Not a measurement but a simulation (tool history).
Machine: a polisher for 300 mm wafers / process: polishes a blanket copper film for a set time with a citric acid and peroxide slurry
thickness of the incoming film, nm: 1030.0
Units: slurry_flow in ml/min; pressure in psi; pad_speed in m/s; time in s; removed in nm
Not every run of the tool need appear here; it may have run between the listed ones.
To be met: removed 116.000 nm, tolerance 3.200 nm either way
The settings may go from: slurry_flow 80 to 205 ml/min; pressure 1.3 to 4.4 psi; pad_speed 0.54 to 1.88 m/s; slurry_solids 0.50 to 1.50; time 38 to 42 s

run  hour  slurry_flow  pressure  pad_speed  slurry_solids  time  removed
  1   0.0          135       2.8       1.20           1.00    42   82.701
  2   1.8          135       2.8       1.20           0.85    42   80.782
  3   4.5          135       2.8       1.20           0.85    42   78.958
  4  11.5          135       2.8       1.30           0.85    42   85.919
  5  17.6          140       2.9       1.30           0.85    42   90.014
  6  22.2          145       3.0       1.30           0.85    42   93.533
  7  27.1          150       3.1       1.30           0.85    42   96.875
  8  33.1          150       3.2       1.30           0.85    42  100.740
  9  36.0          160       3.4       1.30           0.85    42  107.150

Which single option among these 5 for the next run brings every result within its allowed miss of target? Just one does.
  A  38.9          155       3.1       1.26           1.50    42        ?
  B  38.9          180       3.6       1.40           0.95    41        ?
  C  38.9          165       3.7       1.12           0.85    42        ?
  D  38.9          185       4.0       1.16           1.05    40        ?
  E  38.9          145       3.9       1.18           0.80    42        ?

move  removed
   A  108.710
   B  125.990
   C  102.640
   D  116.390
   E  109.650
A: closer than the last run, but not yet in spec
B: pushes the last run's worst result past its target
C: misses by more than the last run did
D: all results land within tolerance of their targets
E: closer than the last run, but not yet in spec
Answer: D
